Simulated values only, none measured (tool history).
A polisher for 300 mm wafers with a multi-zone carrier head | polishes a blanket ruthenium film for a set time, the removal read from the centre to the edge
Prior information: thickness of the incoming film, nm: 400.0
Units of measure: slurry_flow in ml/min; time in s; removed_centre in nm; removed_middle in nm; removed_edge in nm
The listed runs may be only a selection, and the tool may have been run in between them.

run  hour  slurry_flow  centre_zone  middle_zone  edge_zone  time  removed_centre  removed_middle  removed_edge
  1     0          135            1            1          1    71          92.606          93.613         96.41
  2   7.3          145         1.02         1.04       1.03    73          96.985          100.16        97.838
  3  10.4          150         1.02         1.05       1.03    77          102.23             107         104.7
  4  18.8          150         1.02          1.1       1.03    77          104.03          113.89        106.49
  5  27.3          150         1.03         1.11       1.04    79          107.68          116.62        110.45
  6  29.8          150         1.03         1.11       0.99    79          108.22          117.28        104.73

Estimate the outcome of run 7 from the log above:
  7    37          155         1.04         1.12       1.01    80               ?               ?             ?

removed_centre: 112.94 nm
removed_middle: 122.14 nm
removed_edge: 108.85 nm

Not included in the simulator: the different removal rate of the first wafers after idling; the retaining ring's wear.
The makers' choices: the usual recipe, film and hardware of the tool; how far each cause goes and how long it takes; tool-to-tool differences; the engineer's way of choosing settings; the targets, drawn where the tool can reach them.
